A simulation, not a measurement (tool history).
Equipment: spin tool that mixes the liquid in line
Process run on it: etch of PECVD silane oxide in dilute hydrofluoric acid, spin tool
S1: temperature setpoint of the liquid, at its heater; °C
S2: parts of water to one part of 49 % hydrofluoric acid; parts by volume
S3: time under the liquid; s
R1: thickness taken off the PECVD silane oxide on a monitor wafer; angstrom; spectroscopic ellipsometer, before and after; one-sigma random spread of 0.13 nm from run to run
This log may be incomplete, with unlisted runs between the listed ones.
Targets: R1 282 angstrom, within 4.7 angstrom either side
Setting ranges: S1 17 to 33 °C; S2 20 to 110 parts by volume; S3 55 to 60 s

run	day	S1	S2	S3	R1
1	0	25	60	55	407.35
2	0.146	22.5	60	55	370.88
3	0.446	22.5	60	55	369.78
4	0.608	21	60	55	347.05
5	0.708	21	60	60	376.67
# day 0.888: thermometer replaced
6	0.888	21	50	60	419.16
7	1.154	20	55	60	360.5
8	1.529	19	55	60	346.72

Of the 4 settings listed for the next run, only one would bring every result within its allowed miss of target. Which one?
A	1.904	17.5	55	55	?
B	1.904	18.5	60	55	?
C	1.904	17	55	55	?
D	1.904	19.5	60	55	?

move	R1
A	298.2
B	283.73
C	291.82
D	296.06
A: better than the last run, though not everything is in spec
B: meets every target
C: better than the last run, though not everything is in spec
D: better than the last run, though not everything is in spec
The right move is B.
